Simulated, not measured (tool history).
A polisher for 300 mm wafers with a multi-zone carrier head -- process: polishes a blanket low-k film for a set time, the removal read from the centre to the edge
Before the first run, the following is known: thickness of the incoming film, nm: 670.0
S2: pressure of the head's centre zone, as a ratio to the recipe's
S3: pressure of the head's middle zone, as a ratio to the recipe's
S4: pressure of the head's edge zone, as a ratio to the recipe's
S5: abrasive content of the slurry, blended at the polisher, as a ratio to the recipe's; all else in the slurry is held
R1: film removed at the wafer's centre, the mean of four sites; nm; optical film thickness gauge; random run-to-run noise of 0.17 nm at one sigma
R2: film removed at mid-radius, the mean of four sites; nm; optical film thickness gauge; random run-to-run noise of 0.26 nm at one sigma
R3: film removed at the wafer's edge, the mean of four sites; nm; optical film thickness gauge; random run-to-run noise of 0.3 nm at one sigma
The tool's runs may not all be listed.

run 1 hour=0 | flow_of_slurry_(ml/min)=225 S2=1 S3=1 S4=1 S5=1 polishing_time_(s)=65 | R1=24.22 R2=23.431 R3=22.771
run 2 hour=2 | flow_of_slurry_(ml/min)=235 S2=0.99 S3=1.03 S4=1.04 S5=1.05 polishing_time_(s)=65 | R1=24.881 R2=25.176 R3=24.394
run 3 hour=4.5 | flow_of_slurry_(ml/min)=250 S2=0.99 S3=1.05 S4=1.07 S5=1.05 polishing_time_(s)=65 | R1=24.671 R2=25.827 R3=24.66
run 4 hour=6.3 | flow_of_slurry_(ml/min)=285 S2=0.99 S3=1.05 S4=1.07 S5=1.05 polishing_time_(s)=65 | R1=25.405 R2=25.627 R3=24.938
run 5 hour=9.5 | flow_of_slurry_(ml/min)=255 S2=0.99 S3=1.05 S4=1.07 S5=1.05 polishing_time_(s)=65 | R1=25.156 R2=25.438 R3=24.896
run 6 hour=16.3 | flow_of_slurry_(ml/min)=205 S2=0.99 S3=1.05 S4=1.07 S5=1.05 polishing_time_(s)=65 | R1=24.208 R2=25.321 R3=24.271
run 7 hour=25.2 | flow_of_slurry_(ml/min)=220 S2=0.99 S3=1.07 S4=1.09 S5=1.05 polishing_time_(s)=65 | R1=24.492 R2=25.78 R3=24.795
run 8 hour=30.4 | flow_of_slurry_(ml/min)=230 S2=0.99 S3=1.09 S4=1.11 S5=1.05 polishing_time_(s)=65 | R1=24.74 R2=26.039 R3=25.424
run 9 hour=37.5 | flow_of_slurry_(ml/min)=235 S2=0.99 S3=1.11 S4=1.12 S5=1.05 polishing_time_(s)=65 | R1=24.973 R2=26.302 R3=24.695
run 10 hour=42.3 | flow_of_slurry_(ml/min)=240 S2=0.98 S3=1.12 S4=1.13 S5=1.1 polishing_time_(s)=65 | R1=24.993 R2=27.372 R3=25.838
run 11 hour=43 | flow_of_slurry_(ml/min)=245 S2=0.98 S3=1.13 S4=1.14 S5=1.1 polishing_time_(s)=65 | R1=25.279 R2=27.598 R3=26.478

What does the tool deliver on the next run?
run 12 hour=48.7 | flow_of_slurry_(ml/min)=250 S2=0.98 S3=1.14 S4=1.15 S5=1.1 polishing_time_(s)=65 | R1=? R2=? R3=?

R1: 25.372 nm
R2: 28.168 nm
R3: 26.523 nm
